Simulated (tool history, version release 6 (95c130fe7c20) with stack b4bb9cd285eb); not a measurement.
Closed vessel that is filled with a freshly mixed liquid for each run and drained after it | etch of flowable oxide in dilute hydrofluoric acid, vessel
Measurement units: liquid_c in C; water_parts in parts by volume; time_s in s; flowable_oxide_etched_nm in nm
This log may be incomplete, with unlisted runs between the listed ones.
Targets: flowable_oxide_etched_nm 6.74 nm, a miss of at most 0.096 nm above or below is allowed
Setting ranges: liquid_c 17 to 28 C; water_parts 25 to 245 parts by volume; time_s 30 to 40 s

Run 1, hour 0: liquid_c 20 C, water_parts 135 parts by volume, time_s 40 s. Result: flowable_oxide_etched_nm 4.8665 nm.
Run 2, hour 3.3: liquid_c 21.5 C, water_parts 135 parts by volume, time_s 40 s. Result: flowable_oxide_etched_nm 5.1616 nm.
Run 3, hour 11.6: liquid_c 21.5 C, water_parts 135 parts by volume, time_s 30 s. Result: flowable_oxide_etched_nm 3.8791 nm.
Run 4, hour 18.2: liquid_c 21.5 C, water_parts 175 parts by volume, time_s 30 s. Result: flowable_oxide_etched_nm 2.8624 nm.
Run 5, hour 22.2: liquid_c 21.5 C, water_parts 175 parts by volume, time_s 30 s. Result: flowable_oxide_etched_nm 2.852 nm.
Run 6, hour 28.8: liquid_c 21.5 C, water_parts 205 parts by volume, time_s 30 s. Result: flowable_oxide_etched_nm 2.3553 nm.
Run 7, hour 30.4: liquid_c 22.5 C, water_parts 185 parts by volume, time_s 30 s. Result: flowable_oxide_etched_nm 2.7744 nm.
Run 8, hour 35.2: liquid_c 23.5 C, water_parts 170 parts by volume, time_s 30 s. Result: flowable_oxide_etched_nm 3.1896 nm.
Run 9, hour 36.6: liquid_c 27.5 C, water_parts 115 parts by volume, time_s 30 s. Result: flowable_oxide_etched_nm 5.8068 nm.
Run 10, hour 44.5: liquid_c 27.5 C, water_parts 110 parts by volume, time_s 30 s. Result: flowable_oxide_etched_nm 6.1844 nm.
Run 11, hour 47: liquid_c 28 C, water_parts 105 parts by volume, time_s 30 s. Result: flowable_oxide_etched_nm 6.6305 nm.
Run 12, hour 52.1: liquid_c 28 C, water_parts 105 parts by volume, time_s 30 s. Result: flowable_oxide_etched_nm 6.6159 nm.
Run 13, hour 54.8: liquid_c 28 C, water_parts 100 parts by volume, time_s 30 s. Result: flowable_oxide_etched_nm 7.0254 nm.
Run 14, hour 59.2: liquid_c 27.5 C, water_parts 100 parts by volume, time_s 30 s. Result: flowable_oxide_etched_nm 6.8879 nm.

Exactly one of the 4 candidate moves below puts every result within its allowed miss. Which one?
Run A, hour 63.6: liquid_c 26.5 C, water_parts 95 parts by volume, time_s 30 s. Result: flowable_oxide_etched_nm ?.
Run B, hour 63.6: liquid_c 28 C, water_parts 100 parts by volume, time_s 30 s. Result: flowable_oxide_etched_nm ?.
Run C, hour 63.6: liquid_c 27 C, water_parts 100 parts by volume, time_s 30 s. Result: flowable_oxide_etched_nm ?.
Run D, hour 63.6: liquid_c 26 C, water_parts 120 parts by volume, time_s 40 s. Result: flowable_oxide_etched_nm ?.

move  flowable_oxide_etched_nm
   A                    7.0686
   B                    7.0676
   C                    6.8015
   D                    7.0882
A: misses by more than the last run did
B: misses by more than the last run did
C: hits every target within its allowed miss
D: misses by more than the last run did
The move that meets every target is C.
